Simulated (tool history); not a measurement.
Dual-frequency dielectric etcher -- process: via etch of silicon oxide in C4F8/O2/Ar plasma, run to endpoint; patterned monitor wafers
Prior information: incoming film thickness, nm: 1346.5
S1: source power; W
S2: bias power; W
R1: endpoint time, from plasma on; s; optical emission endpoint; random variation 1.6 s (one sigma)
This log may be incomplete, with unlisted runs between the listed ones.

{"run": 1, "hour": 0.0, "S1": 2210, "S2": 1631, "R1": 284.45}
{"run": 2, "hour": 4.8, "S1": 2390, "S2": 1670, "R1": 274.6}
{"run": 3, "hour": 5.9, "S1": 2390, "S2": 1906, "R1": 264.03}
{"run": 4, "hour": 13.0, "S1": 2170, "S2": 1906, "R1": 269.4}
{"run": 5, "hour": 15.6, "S1": 1840, "S2": 1906, "R1": 278.22}
{"run": 6, "hour": 17.7, "S1": 2010, "S2": 1980, "R1": 269.78}

Run 7, settings as shown, results not yet in. Your forecast:
{"hour": 21.3, "done": "bias power generator calibrated"}
{"run": 7, "hour": 21.3, "S1": 2130, "S2": 2028, "R1": "?"}

{"run 7": {"R1": 268.71}}

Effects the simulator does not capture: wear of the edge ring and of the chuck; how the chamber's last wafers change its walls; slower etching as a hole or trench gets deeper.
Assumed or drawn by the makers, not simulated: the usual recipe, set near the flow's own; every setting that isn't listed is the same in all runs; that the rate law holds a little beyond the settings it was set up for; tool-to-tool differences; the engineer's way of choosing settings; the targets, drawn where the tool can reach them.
